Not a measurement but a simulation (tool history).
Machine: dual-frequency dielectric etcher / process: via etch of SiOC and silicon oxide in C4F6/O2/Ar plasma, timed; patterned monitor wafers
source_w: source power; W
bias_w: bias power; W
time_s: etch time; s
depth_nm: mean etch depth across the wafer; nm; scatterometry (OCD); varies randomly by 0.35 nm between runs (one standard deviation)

run,hour,source_w,bias_w,time_s,depth_nm
1,0.0,340,141,112,105.60
2,7.5,340,141,112,105.54
3,10.8,360,144,112,107.95
4,16.6,380,149,112,111.84
5,22.3,380,163,112,113.42
6,23.1,380,163,112,113.11
7,28.4,400,164,112,115.46

What will run 8 give?
8,33.0,410,166,112,?

Run 8 gave depth_nm 117.75 nm.
